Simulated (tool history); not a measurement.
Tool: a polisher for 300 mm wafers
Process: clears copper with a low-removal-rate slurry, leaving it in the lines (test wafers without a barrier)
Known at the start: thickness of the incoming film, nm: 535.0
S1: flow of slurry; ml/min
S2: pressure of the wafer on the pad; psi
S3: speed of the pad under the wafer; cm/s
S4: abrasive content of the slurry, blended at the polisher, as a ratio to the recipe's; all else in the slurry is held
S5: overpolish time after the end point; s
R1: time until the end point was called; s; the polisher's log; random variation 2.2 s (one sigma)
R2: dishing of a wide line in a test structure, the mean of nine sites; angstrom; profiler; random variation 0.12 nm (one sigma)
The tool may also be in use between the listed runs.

run  hour   S1   S2   S3    S4  S5      R1      R2
  1     0  125  3.1  104     1   9  160.77  88.185
  2     5  125  3.1  104     1  11  158.25   92.25
  3    11  125    3  104     1  10  162.58  89.915
  4  15.4  125    3  104  0.85  10  170.11  91.274
  5  18.9  120  2.9  104   0.9   9  174.69  86.231
  6  27.8  115  2.8  104   0.9   8  183.36   80.99
  7    35  110  2.7  104   0.9   8  188.79   80.38

Run 8 is up next; what results do you expect?
  8  36.4  110  2.6  104  0.9   8   ?   ?

Run 8 yielded R1 200.34 s, R2 81.886 angstrom.
